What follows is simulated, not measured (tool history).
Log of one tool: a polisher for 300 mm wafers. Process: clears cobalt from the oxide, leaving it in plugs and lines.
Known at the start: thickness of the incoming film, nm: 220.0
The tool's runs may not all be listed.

run	hour	flow of slurry (ml/min)	pressure of the wafer on the pad (kPa)	speed of the pad under the wafer (cm/s)	overpolish time after the end point (s)	time until the end point was called (s)	dishing of a wide line in a test structure (nm)
1	0	130	10.3	114	10	48.074	24.472
2	4.9	130	9	114	10	53.97	23.682
3	5.7	125	9.7	106	9	54.835	21.91
4	12	125	9.7	106	13	54.918	26.772
5	16.6	120	10.3	98	12	56.559	25.326
# hour 18: slurry nozzle cleaned
6	18	130	10.3	96	11	52.842	24.662
7	25.7	125	11	90	10	53.814	23.884

Forecast run 8:
8	30.4	120	10.3	102	9	?	?

time until the end point was called (s): 51.385
dishing of a wide line in a test structure (nm): 22.794
